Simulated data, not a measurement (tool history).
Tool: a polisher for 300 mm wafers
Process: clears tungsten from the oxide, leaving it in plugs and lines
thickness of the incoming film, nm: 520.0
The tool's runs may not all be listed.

| run | hour | flow of slurry (ml/min) | pressure of the wafer on the pad (psi) | speed of the pad under the wafer (cm/s) | abrasive content of the slurry | overpolish time after the end point (s) | time until the end point was called (s) |
|---|---|---|---|---|---|---|---|
| 1 | 0 | 260 | 3.6 | 136 | 1 | 12 | 112.79 |
| 2 | 7.2 | 290 | 3.6 | 136 | 1 | 12 | 108.87 |
| 3 | 14.9 | 290 | 3.6 | 136 | 1 | 10 | 112.5 |
| 4 | 21 | 290 | 3.8 | 136 | 1 | 10 | 106.72 |
| 5 | 22.2 | 290 | 3.8 | 110 | 1 | 10 | 125.86 |
| 6 | 29.4 | 290 | 3.8 | 110 | 1.15 | 10 | 121.28 |
| 7 | 30.4 | 290 | 4 | 110 | 1.15 | 10 | 116.86 |

Forecast run 8:
| 8 | 31.3 | 290 | 5 | 118 | 1.15 | 10 | ? |

{"run 8": {"time until the end point was called (s)": 87.444}}
